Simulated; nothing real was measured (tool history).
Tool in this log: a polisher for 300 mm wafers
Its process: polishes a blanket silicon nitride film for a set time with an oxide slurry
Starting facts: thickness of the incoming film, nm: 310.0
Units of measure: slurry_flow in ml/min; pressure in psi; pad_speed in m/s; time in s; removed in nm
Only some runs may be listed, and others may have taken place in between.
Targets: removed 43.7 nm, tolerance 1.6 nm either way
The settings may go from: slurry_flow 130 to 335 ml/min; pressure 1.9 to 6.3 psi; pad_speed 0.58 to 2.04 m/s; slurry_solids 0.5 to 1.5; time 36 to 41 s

{"run": 1, "day": 0.0, "slurry_flow": 215, "pressure": 4.1, "pad_speed": 1.3, "slurry_solids": 1, "time": 41, "removed": 27.9}
{"run": 2, "day": 0.233, "slurry_flow": 215, "pressure": 4.4, "pad_speed": 1.3, "slurry_solids": 1, "time": 41, "removed": 29.894}
{"run": 3, "day": 0.438, "slurry_flow": 215, "pressure": 4.7, "pad_speed": 1.3, "slurry_solids": 1, "time": 41, "removed": 31.749}
{"run": 4, "day": 0.688, "slurry_flow": 215, "pressure": 5.3, "pad_speed": 1.3, "slurry_solids": 1, "time": 41, "removed": 34.829}
{"run": 5, "day": 0.742, "slurry_flow": 215, "pressure": 5.5, "pad_speed": 1.32, "slurry_solids": 1, "time": 41, "removed": 36.702}
{"run": 6, "day": 0.95, "slurry_flow": 215, "pressure": 5, "pad_speed": 1.32, "slurry_solids": 1, "time": 41, "removed": 34.346}
{"run": 7, "day": 1.196, "slurry_flow": 215, "pressure": 5.2, "pad_speed": 1.32, "slurry_solids": 1, "time": 41, "removed": 35.371}
{"run": 8, "day": 1.338, "slurry_flow": 220, "pressure": 6.3, "pad_speed": 1.34, "slurry_solids": 1, "time": 41, "removed": 41.716}

Exactly one of the 4 candidate moves below puts every result within its allowed miss. Which one?
{"run": "A", "day": 1.479, "slurry_flow": 240, "pressure": 6.1, "pad_speed": 1.34, "slurry_solids": 1.05, "time": 40, "removed": "?"}
{"run": "B", "day": 1.479, "slurry_flow": 195, "pressure": 5.5, "pad_speed": 1.72, "slurry_solids": 1, "time": 37, "removed": "?"}
{"run": "C", "day": 1.479, "slurry_flow": 245, "pressure": 6.1, "pad_speed": 1.52, "slurry_solids": 0.95, "time": 40, "removed": "?"}
{"run": "D", "day": 1.479, "slurry_flow": 170, "pressure": 6.1, "pad_speed": 1.58, "slurry_solids": 1.2, "time": 41, "removed": "?"}

move=A removed=40.855
move=B removed=39.868
move=C removed=43.254
move=D removed=47.835
A: the biggest miss grows against the last run
B: the biggest miss grows against the last run
C: each result inside its tolerance
D: moves the result that the last run missed by most past its target, out the other side
The right move is C.
